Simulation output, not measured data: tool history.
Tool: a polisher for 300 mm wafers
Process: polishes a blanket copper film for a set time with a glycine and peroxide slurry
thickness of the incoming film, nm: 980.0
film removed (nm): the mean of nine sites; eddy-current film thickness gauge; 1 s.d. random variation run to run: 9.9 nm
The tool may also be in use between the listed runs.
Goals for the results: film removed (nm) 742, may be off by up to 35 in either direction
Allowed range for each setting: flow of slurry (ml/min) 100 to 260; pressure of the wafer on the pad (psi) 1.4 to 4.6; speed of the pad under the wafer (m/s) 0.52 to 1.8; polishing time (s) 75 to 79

run,day,flow of slurry (ml/min),pressure of the wafer on the pad (psi),speed of the pad under the wafer (m/s),polishing time (s),film removed (nm)
1,0,165,3,1.16,75,490.09
2,0.229,165,3.2,1.18,75,513.5
3,0.325,165,2.5,1.18,75,418.51
4,0.492,165,2.8,1.2,75,467.91
5,0.825,165,2.8,1.2,75,468.58
6,1.058,165,3,1.22,75,489.03
7,1.296,165,3.2,1.24,75,530.49
8,1.462,165,3.4,1.26,75,565.94
9,1.779,165,3.5,1.26,75,571.01

Which of these 4 next moves meets every target?
A,2.096,175,4.1,1.16,79,?
B,2.096,155,3.7,1.3,79,?
C,2.096,140,3.2,1.58,79,?
D,2.096,180,3.9,1.36,79,?

move,film removed (nm)
A,654.32
B,644.49
C,655.36
D,715.55
A: nearer than the last run, and not there yet
B: nearer than the last run, and not there yet
C: nearer than the last run, and not there yet
D: all results in spec
Answer: D
